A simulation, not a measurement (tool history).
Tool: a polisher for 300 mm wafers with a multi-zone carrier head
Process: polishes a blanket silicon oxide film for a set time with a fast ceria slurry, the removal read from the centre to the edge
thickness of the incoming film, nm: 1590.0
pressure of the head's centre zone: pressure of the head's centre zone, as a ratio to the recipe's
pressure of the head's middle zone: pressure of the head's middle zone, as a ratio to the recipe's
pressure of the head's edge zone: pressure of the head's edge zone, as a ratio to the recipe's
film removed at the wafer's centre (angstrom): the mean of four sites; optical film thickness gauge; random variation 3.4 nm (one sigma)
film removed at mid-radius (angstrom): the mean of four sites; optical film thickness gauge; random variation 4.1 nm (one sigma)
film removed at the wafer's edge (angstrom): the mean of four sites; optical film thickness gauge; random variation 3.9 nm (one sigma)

run  hour  flow of slurry (ml/min)  pressure of the head's centre zone  pressure of the head's middle zone  pressure of the head's edge zone  polishing time (s)  film removed at the wafer's centre (angstrom)  film removed at mid-radius (angstrom)  film removed at the wafer's edge (angstrom)
  1     0                      195                                   1                                   1                                 1                  37                                         5244.1                                 5129.7                                       5216.7
  2   2.3                      195                                1.04                                   1                                 1                  37                                         5299.8                                 5107.6                                         5213
  3   5.5                      190                                1.03                                0.99                              0.97                  35                                         4957.8                                 4775.3                                       4888.2
  4  14.4                      190                                1.03                                0.99                              0.97                  42                                         6050.3                                 5766.3                                         5885
  5  15.2                      190                                1.03                                0.99                              0.94                  39                                         5568.4                                   5405                                       5289.3
  6  17.3                      185                                1.02                                0.97                              0.92                  37                                           5164                                 4997.1                                       4930.8
  7  20.1                      165                                0.99                                0.92                              0.82                  31                                           4080                                 3874.8                                       3892.8

The next listed run, before its measurement:
  8  23.7                      165                                0.99                                0.92                              0.82                  31                                              ?                                      ?                                            ?

Run 8 gave film removed at the wafer's centre (angstrom) 4147.1, film removed at mid-radius (angstrom) 3875.1, film removed at the wafer's edge (angstrom) 3923.8.
